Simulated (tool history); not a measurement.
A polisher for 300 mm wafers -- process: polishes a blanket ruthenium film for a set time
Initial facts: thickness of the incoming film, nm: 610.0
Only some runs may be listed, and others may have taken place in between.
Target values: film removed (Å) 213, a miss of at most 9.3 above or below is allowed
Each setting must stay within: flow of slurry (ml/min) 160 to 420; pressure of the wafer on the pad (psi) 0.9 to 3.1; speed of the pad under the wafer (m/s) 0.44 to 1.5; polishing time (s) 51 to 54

run,day,flow of slurry (ml/min),pressure of the wafer on the pad (psi),speed of the pad under the wafer (m/s),polishing time (s),film removed (Å)
1,0,270,2,0.96,51,477.6
2,0.171,270,1.8,0.92,51,410.39
3,0.408,270,1.7,0.9,51,379.33
4,0.462,270,1.6,0.88,51,360.7
5,0.525,310,1.6,0.88,51,352.27
6,0.658,310,1.5,0.86,51,335.83
7,0.838,310,1.4,0.84,51,302.46
8,1.033,310,1.3,0.82,51,274.49
9,1.342,310,1.2,0.82,51,255.73

Below are 5 possible settings for the next run. Only one of them brings all results inside the allowed miss of their targets. Which is it?
A,1.65,205,0.9,0.94,51,?
B,1.65,255,1.2,0.72,53,?
C,1.65,245,1.4,0.96,52,?
D,1.65,270,1.1,0.82,51,?
E,1.65,290,1,0.92,52,?

move,film removed (Å)
A,213.17
B,239.38
C,340.03
D,235.32
E,241.29
A: every result within its allowed miss
B: closes in on the targets versus the last run, not all within tolerance yet
C: further off than the last run
D: closes in on the targets versus the last run, not all within tolerance yet
E: closes in on the targets versus the last run, not all within tolerance yet
So the answer is move A, the one that meets all the targets.
